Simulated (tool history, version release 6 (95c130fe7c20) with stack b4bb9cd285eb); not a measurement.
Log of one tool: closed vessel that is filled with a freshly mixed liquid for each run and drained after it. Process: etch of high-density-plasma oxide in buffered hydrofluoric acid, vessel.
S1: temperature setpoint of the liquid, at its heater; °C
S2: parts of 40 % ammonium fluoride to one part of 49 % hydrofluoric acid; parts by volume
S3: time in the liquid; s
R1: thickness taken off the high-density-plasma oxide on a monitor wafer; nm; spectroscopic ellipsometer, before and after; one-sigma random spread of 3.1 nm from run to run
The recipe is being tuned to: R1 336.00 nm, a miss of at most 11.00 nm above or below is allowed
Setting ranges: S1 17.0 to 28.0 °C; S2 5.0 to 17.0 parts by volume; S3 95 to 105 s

run	hour	S1	S2	S3	R1
1	0.0	20.0	10.5	95	224.74
2	3.7	20.0	10.5	105	246.49
3	8.6	20.0	11.5	105	227.47
4	14.7	20.0	14.5	105	182.08
5	16.9	21.0	14.0	105	196.12
6	19.4	22.0	13.5	105	216.14
7	25.9	23.0	13.0	105	239.99
8	27.6	27.0	12.0	105	320.75

Next run, 4 choices. One meets every target within its allowed miss, the rest don't. Which?
A	29.3	28.0	12.0	105	?
B	29.3	27.5	12.0	100	?
C	29.3	26.5	12.5	105	?
D	29.3	25.5	11.0	100	?

move	R1
A	331.57
B	307.48
C	294.07
D	300.65
A: all results land within tolerance of their targets
B: further off than the last run
C: further off than the last run
D: further off than the last run
So the answer is move A, the one that meets all the targets.
